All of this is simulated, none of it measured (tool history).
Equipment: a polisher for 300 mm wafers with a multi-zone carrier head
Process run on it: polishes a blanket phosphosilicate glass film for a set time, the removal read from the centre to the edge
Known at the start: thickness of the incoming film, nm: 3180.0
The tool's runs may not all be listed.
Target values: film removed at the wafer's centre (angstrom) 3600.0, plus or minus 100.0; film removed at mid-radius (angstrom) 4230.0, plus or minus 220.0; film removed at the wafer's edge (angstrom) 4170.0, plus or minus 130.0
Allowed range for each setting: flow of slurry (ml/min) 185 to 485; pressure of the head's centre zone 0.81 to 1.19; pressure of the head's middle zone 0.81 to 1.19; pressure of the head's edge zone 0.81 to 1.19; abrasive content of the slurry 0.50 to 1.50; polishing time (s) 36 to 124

run	day	flow of slurry (ml/min)	pressure of the head's centre zone	pressure of the head's middle zone	pressure of the head's edge zone	abrasive content of the slurry	polishing time (s)	film removed at the wafer's centre (angstrom)	film removed at mid-radius (angstrom)	film removed at the wafer's edge (angstrom)
1	0.000	310	1.00	1.00	1.00	1.00	79	4550.7	4603.0	4653.6
2	0.092	310	1.00	0.92	1.00	1.00	79	4579.4	4241.9	4749.6
3	0.279	305	0.96	0.94	0.97	0.95	79	4241.0	4257.8	4497.7
4	0.342	295	0.93	0.94	0.96	0.95	79	4162.0	4209.7	4395.2
5	0.696	290	0.90	0.95	0.97	0.95	79	3979.4	4328.3	4489.2
6	0.846	285	0.88	0.95	0.95	0.95	79	3870.5	4290.3	4388.1
7	1.146	280	0.87	0.95	0.94	0.95	79	3863.3	4321.0	4409.5
8	1.517	280	0.86	0.95	0.93	0.95	79	3783.1	4264.1	4366.5
9	1.600	275	0.85	0.95	0.92	0.95	79	3755.0	4344.7	4346.2
10	1.925	275	0.84	0.95	0.91	0.95	79	3731.0	4298.8	4350.2

Which one of the following 4 next-run settings gets every result inside its allowed miss? There is exactly one.
A	2.250	255	0.87	0.92	0.90	0.90	83	?	?	?
B	2.250	305	0.88	1.01	0.95	0.85	82	?	?	?
C	2.250	265	0.89	0.93	0.90	1.00	75	?	?	?
D	2.250	265	0.85	0.99	0.92	1.00	75	?	?	?

move	film removed at the wafer's centre (angstrom)	film removed at mid-radius (angstrom)	film removed at the wafer's edge (angstrom)
A	3909.5	4286.4	4381.2
B	3858.5	4511.7	4351.9
C	3826.8	4135.5	4185.5
D	3654.9	4358.9	4224.6
A: its largest miss is bigger than the last run's
B: its largest miss is bigger than the last run's
C: the worst result of the last run now meets its target, but another is out of spec
D: every result within its allowed miss
The right move is D.
